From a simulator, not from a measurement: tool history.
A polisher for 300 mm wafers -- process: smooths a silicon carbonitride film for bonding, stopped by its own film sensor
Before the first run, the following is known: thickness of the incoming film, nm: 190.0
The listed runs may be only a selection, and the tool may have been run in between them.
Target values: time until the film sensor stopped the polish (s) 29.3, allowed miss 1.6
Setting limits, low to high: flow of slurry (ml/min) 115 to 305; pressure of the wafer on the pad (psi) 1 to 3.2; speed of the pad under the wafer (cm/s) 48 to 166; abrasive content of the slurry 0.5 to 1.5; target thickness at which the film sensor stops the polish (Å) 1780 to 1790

run,hour,flow of slurry (ml/min),pressure of the wafer on the pad (psi),speed of the pad under the wafer (cm/s),abrasive content of the slurry,target thickness at which the film sensor stops the polish (Å),time until the film sensor stopped the polish (s)
1,0,195,2.1,106,1,1780,49.179
2,3.5,195,2.6,106,1,1780,42.326
3,6.7,195,2.7,110,1,1780,39.474
4,12,195,2.7,110,1.15,1780,37.648
5,17.8,195,2.8,112,1.15,1780,34.957
6,26,195,2.9,114,1.15,1780,33.837
7,34.3,195,3,116,1.15,1780,33.052
8,39.9,195,3,118,1.15,1780,32.581
9,46.3,195,3,118,1.15,1780,32.173

Of the 4 settings listed for the next run, only one would bring every result within its allowed miss of target. Which one?
A,52.7,160,3,120,0.95,1780,?
B,52.7,195,3.1,108,1.15,1780,?
C,52.7,210,2.7,126,1.25,1790,?
D,52.7,170,2.1,148,1.3,1780,?

move,time until the film sensor stopped the polish (s)
A,34.725
B,33.43
C,29.517
D,35.13
A: further off than the last run
B: further off than the last run
C: hits every target within its allowed miss
D: further off than the last run
So the answer is move C, the one that meets all the targets.

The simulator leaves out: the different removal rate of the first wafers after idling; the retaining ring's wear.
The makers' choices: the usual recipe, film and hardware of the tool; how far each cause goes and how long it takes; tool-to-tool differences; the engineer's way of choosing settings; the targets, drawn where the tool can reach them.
